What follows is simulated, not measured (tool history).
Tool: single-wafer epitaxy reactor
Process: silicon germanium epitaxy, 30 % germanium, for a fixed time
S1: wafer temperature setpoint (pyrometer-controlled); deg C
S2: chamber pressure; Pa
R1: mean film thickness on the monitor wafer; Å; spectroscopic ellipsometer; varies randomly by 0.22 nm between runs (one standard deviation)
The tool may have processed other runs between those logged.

run	hour	S1	S2	R1
1	0	600	3306	586.18
2	3.3	600	3560	599.68
3	12.1	598	3546	575.71
4	12.9	596	3533	546.78
# hour 17.8: pyrometer calibrated
5	17.8	595	3533	585.19
6	20.1	592	3320	539.34

What will run 7 give?
7	25.8	590	3293	?

Run 7 came out at R1 521.74 Å.
